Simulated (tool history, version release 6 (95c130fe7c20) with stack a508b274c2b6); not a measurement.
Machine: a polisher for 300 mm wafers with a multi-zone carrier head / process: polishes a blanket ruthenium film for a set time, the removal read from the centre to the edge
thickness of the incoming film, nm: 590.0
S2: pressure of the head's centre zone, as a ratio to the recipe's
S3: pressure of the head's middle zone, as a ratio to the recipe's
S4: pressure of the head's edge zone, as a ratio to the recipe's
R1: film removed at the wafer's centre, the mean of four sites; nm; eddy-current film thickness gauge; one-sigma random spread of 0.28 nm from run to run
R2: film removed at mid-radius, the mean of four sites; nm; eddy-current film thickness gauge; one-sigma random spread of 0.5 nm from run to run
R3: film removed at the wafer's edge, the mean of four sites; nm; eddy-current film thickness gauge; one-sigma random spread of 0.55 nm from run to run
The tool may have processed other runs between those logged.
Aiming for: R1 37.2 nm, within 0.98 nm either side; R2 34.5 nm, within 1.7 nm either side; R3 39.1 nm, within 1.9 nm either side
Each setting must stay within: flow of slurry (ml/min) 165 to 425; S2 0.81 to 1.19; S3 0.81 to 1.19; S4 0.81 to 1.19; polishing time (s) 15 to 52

{"run": 1, "hour": 0.0, "flow of slurry (ml/min)": 275, "S2": 1, "S3": 1, "S4": 1, "polishing time (s)": 33, "R1": 26.549, "R2": 26.304, "R3": 26.19}
{"run": 2, "hour": 1.1, "flow of slurry (ml/min)": 270, "S2": 1.01, "S3": 0.99, "S4": 1.04, "polishing time (s)": 36, "R1": 28.671, "R2": 28.409, "R3": 28.596}
{"run": 3, "hour": 6.9, "flow of slurry (ml/min)": 270, "S2": 1.01, "S3": 1.06, "S4": 1.04, "polishing time (s)": 36, "R1": 29.499, "R2": 30.774, "R3": 29.621}
{"run": 4, "hour": 15.4, "flow of slurry (ml/min)": 270, "S2": 1.01, "S3": 1.06, "S4": 0.99, "polishing time (s)": 36, "R1": 29.127, "R2": 29.816, "R3": 28.848}
{"run": 5, "hour": 23.4, "flow of slurry (ml/min)": 250, "S2": 1.01, "S3": 1.01, "S4": 1.04, "polishing time (s)": 39, "R1": 31.25, "R2": 31.17, "R3": 30.585}
{"run": 6, "hour": 27.1, "flow of slurry (ml/min)": 295, "S2": 1.01, "S3": 0.98, "S4": 1.08, "polishing time (s)": 40, "R1": 32.864, "R2": 32.146, "R3": 33.687}
{"run": 7, "hour": 29.9, "flow of slurry (ml/min)": 320, "S2": 1.02, "S3": 0.98, "S4": 1.1, "polishing time (s)": 40, "R1": 33.276, "R2": 31.821, "R3": 33.723}
{"run": 8, "hour": 31.8, "flow of slurry (ml/min)": 340, "S2": 1.02, "S3": 0.98, "S4": 1.12, "polishing time (s)": 41, "R1": 34.297, "R2": 33.784, "R3": 35.239}
{"run": 9, "hour": 37.2, "flow of slurry (ml/min)": 345, "S2": 1.02, "S3": 0.96, "S4": 1.14, "polishing time (s)": 42, "R1": 35.558, "R2": 33.306, "R3": 37.691}
{"run": 10, "hour": 41.9, "flow of slurry (ml/min)": 350, "S2": 1.03, "S3": 0.97, "S4": 1.15, "polishing time (s)": 42, "R1": 35.701, "R2": 33.242, "R3": 36.316}
{"run": 11, "hour": 45.3, "flow of slurry (ml/min)": 355, "S2": 1.03, "S3": 0.96, "S4": 1.15, "polishing time (s)": 42, "R1": 35.605, "R2": 34.217, "R3": 36.708}
{"run": 12, "hour": 51.0, "flow of slurry (ml/min)": 355, "S2": 1.03, "S3": 0.95, "S4": 1.16, "polishing time (s)": 42, "R1": 35.487, "R2": 34.114, "R3": 36.09}

Which one of the following 4 next-run settings gets every result inside its allowed miss? There is exactly one.
{"run": "A", "hour": 56.7, "flow of slurry (ml/min)": 365, "S2": 0.93, "S3": 0.98, "S4": 1.11, "polishing time (s)": 44, "R1": "?", "R2": "?", "R3": "?"}
{"run": "B", "hour": 56.7, "flow of slurry (ml/min)": 375, "S2": 0.98, "S3": 1.03, "S4": 1.11, "polishing time (s)": 39, "R1": "?", "R2": "?", "R3": "?"}
{"run": "C", "hour": 56.7, "flow of slurry (ml/min)": 355, "S2": 1.01, "S3": 0.89, "S4": 1.15, "polishing time (s)": 45, "R1": "?", "R2": "?", "R3": "?"}
{"run": "D", "hour": 56.7, "flow of slurry (ml/min)": 340, "S2": 0.94, "S3": 0.99, "S4": 1.17, "polishing time (s)": 44, "R1": "?", "R2": "?", "R3": "?"}

move=A R1=34.104 R2=36.095 R3=37.811
move=B R1=31.956 R2=33.332 R3=33.552
move=C R1=37.784 R2=34.173 R3=39.336
move=D R1=34.242 R2=36.151 R3=38.638
A: its largest miss is bigger than the last run's
B: its largest miss is bigger than the last run's
C: every result lands within tolerance
D: its largest miss is bigger than the last run's
Correct choice: C, which meets every target

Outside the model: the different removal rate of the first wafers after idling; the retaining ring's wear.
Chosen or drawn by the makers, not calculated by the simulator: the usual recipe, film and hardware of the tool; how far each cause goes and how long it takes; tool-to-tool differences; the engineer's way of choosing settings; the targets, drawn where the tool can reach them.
